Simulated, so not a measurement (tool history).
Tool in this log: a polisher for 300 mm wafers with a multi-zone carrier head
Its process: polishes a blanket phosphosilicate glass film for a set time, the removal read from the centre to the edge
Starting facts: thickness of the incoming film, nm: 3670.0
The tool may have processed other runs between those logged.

run    day  flow of slurry (ml/min)  pressure of the head's centre zone  pressure of the head's middle zone  pressure of the head's edge zone  abrasive content of the slurry  polishing time (s)  film removed at the wafer's centre (nm)  film removed at mid-radius (nm)  film removed at the wafer's edge (nm)
  1  0.000                      200                                1.00                                1.00                              1.00                             1.0                  50                                   607.50                           617.16                                 619.53
  2  0.067                      200                                1.00                                1.00                              1.00                             1.2                  50                                   663.05                           655.14                                 657.21
  3  0.104                      200                                1.00                                1.00                              1.00                             1.2                  40                                   530.23                           530.89                                 530.43
  4  0.167                      200                                1.00                                1.00                              0.94                             1.2                  40                                   536.36                           528.10                                 516.43
  5  0.200                      200                                1.00                                1.00                              0.94                             1.2                  45                                   592.72                           594.01                                 583.12
  6  0.454                      190                                1.00                                0.98                              0.93                             1.2                  45                                   586.48                           584.74                                 568.42

Run 7, settings as shown, results not yet in. Your forecast:
  7  0.538                      155                                0.99                                0.89                              0.96                             1.2                  45                                        ?                                ?                                      ?

film removed at the wafer's centre (nm): 563.07
film removed at mid-radius (nm): 513.99
film removed at the wafer's edge (nm): 563.89
